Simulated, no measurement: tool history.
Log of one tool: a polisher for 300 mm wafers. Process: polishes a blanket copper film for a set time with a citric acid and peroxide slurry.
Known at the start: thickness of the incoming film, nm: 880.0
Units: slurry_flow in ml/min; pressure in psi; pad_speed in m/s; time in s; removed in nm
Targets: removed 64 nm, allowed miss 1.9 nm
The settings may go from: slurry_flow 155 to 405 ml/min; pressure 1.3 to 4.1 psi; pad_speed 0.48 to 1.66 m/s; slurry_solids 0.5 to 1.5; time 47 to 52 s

| run | hour | slurry_flow | pressure | pad_speed | slurry_solids | time | removed |
|---|---|---|---|---|---|---|---|
| 1 | 0 | 260 | 2.7 | 1.06 | 1 | 52 | 108.38 |
| 2 | 7.1 | 260 | 2.4 | 1.06 | 1 | 52 | 97.898 |
| 3 | 9.4 | 260 | 2.4 | 1.06 | 1 | 47 | 88.243 |
| 4 | 15 | 260 | 3 | 1.06 | 1 | 47 | 106.53 |
| 5 | 24 | 260 | 3 | 1.24 | 1 | 47 | 125.24 |
| 6 | 30.2 | 260 | 3 | 1.36 | 1 | 47 | 134.74 |
| 7 | 36.8 | 260 | 2.6 | 1.3 | 1 | 47 | 116.42 |
| 8 | 37.4 | 260 | 2.3 | 1.24 | 1 | 47 | 100.28 |
| 9 | 40.5 | 250 | 1.6 | 1.1 | 1 | 47 | 67.256 |
| 10 | 45.3 | 245 | 1.6 | 1.1 | 1 | 47 | 67.394 |
| 11 | 50.1 | 240 | 1.6 | 1.1 | 1 | 47 | 67.617 |

4 next moves are on the table. One of them brings every result within its allowed miss. Which?
| A | 54.9 | 320 | 1.5 | 1.06 | 1.1 | 47 | ? |
| B | 54.9 | 205 | 1.3 | 1.14 | 1 | 47 | ? |
| C | 54.9 | 200 | 1.6 | 0.98 | 1 | 47 | ? |
| D | 54.9 | 270 | 1.4 | 1 | 1 | 50 | ? |

| move | removed |
|---|---|
| A | 64.494 |
| B | 59.345 |
| C | 59.511 |
| D | 60.051 |
A: meets every target
B: takes the result that was furthest off past its target
C: takes the result that was furthest off past its target
D: takes the result that was furthest off past its target
Move A is the one to make.
